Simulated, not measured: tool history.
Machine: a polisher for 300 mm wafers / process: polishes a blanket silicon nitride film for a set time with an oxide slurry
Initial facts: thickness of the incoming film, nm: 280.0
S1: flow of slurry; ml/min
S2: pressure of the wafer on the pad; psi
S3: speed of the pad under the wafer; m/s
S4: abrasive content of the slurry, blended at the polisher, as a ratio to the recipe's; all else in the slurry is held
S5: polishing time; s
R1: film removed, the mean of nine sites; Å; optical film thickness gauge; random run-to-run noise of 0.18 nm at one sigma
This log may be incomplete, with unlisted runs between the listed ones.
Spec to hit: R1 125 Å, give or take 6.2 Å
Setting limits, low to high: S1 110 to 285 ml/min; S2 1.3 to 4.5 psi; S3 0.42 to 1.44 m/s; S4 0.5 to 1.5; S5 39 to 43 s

| run | day | S1 | S2 | S3 | S4 | S5 | R1 |
|---|---|---|---|---|---|---|---|
| 1 | 0 | 180 | 2.9 | 0.92 | 1 | 43 | 177.45 |
| 2 | 0.354 | 180 | 2.9 | 1 | 1 | 43 | 200.16 |
| 3 | 0.417 | 180 | 2.9 | 1.08 | 1 | 43 | 207.57 |
| 4 | 0.483 | 180 | 2.9 | 1.3 | 1 | 43 | 240.7 |
| 5 | 0.721 | 180 | 2.9 | 1.4 | 1 | 43 | 255.93 |
| 6 | 0.879 | 180 | 2.2 | 1.4 | 1 | 43 | 216.32 |
| 7 | 1.029 | 180 | 2 | 1.32 | 1 | 43 | 196.77 |
| 8 | 1.362 | 180 | 1.9 | 1.24 | 1 | 43 | 182 |
| 9 | 1.683 | 180 | 1.8 | 1.18 | 1 | 43 | 169.85 |

Next run, 5 choices. One meets every target within its allowed miss, the rest don't. Which?
| A | 2.004 | 155 | 1.8 | 1.1 | 0.8 | 39 | ? |
| B | 2.004 | 180 | 1.5 | 1 | 0.7 | 39 | ? |
| C | 2.004 | 185 | 2.2 | 1.26 | 1.05 | 43 | ? |
| D | 2.004 | 215 | 3.8 | 1.04 | 1.3 | 43 | ? |
| E | 2.004 | 190 | 2.1 | 1.44 | 0.9 | 41 | ? |

| move | R1 |
|---|---|
| A | 128.67 |
| B | 102.82 |
| C | 208.13 |
| D | 279.47 |
| E | 199.59 |
A: meets every target
B: takes the biggest miss from the last run beyond its target
C: its largest miss is bigger than the last run's
D: its largest miss is bigger than the last run's
E: its largest miss is bigger than the last run's
So the answer is move A, the one that meets all the targets.

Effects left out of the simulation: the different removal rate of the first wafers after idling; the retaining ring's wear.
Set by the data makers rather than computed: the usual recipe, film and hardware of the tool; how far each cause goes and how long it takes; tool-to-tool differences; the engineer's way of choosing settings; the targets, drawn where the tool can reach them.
